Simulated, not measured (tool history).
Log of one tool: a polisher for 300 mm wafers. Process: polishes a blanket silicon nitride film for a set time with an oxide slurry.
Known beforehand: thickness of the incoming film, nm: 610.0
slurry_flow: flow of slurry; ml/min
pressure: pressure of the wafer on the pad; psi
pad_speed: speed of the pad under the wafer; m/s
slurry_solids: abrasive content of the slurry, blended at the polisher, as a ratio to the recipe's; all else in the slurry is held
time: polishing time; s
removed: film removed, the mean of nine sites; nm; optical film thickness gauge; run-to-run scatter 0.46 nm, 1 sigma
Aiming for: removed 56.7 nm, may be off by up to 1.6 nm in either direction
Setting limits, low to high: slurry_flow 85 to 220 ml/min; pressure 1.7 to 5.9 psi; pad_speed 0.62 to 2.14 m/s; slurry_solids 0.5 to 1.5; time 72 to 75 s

run,hour,slurry_flow,pressure,pad_speed,slurry_solids,time,removed
1,0,140,3.8,1.38,1,72,72.507
2,1.2,140,3.8,1.68,1,72,84.421
3,7.9,140,3.8,1.5,1,72,78.399
4,9.2,135,3.6,1.5,1,72,73.258
5,18.2,130,3.4,1.5,1,72,69.639
6,21.3,130,3.3,1.5,1,72,67.779
7,28.8,130,3.2,1.5,1,72,65.519
8,35.4,130,3.1,1.5,1,72,64.544
9,37.4,125,3,1.5,1,72,61.96
10,38.4,120,3,1.5,1,72,61.227
11,43.2,115,3,1.5,1,72,61.504
12,51.5,115,3,1.5,1,72,60.877
13,57.6,110,3,1.5,1,72,60.001
14,62.7,105,3,1.5,1,72,59.229

Which one of the following 5 next-run settings gets every result inside its allowed miss? There is exactly one.
A,67.8,85,3.1,1.38,1.05,72,?
B,67.8,160,2.2,1.78,1.1,72,?
C,67.8,150,2.1,1.68,1.05,72,?
D,67.8,110,2.8,1.34,1.15,75,?
E,67.8,120,3.1,1.06,1.15,75,?

move,removed
A,54.137
B,59.764
C,53.556
D,56.41
E,52.069
A: takes the result that was furthest off past its target
B: moves away from the targets compared with the last run
C: takes the result that was furthest off past its target
D: every result within its allowed miss
E: takes the result that was furthest off past its target
The right move is D.
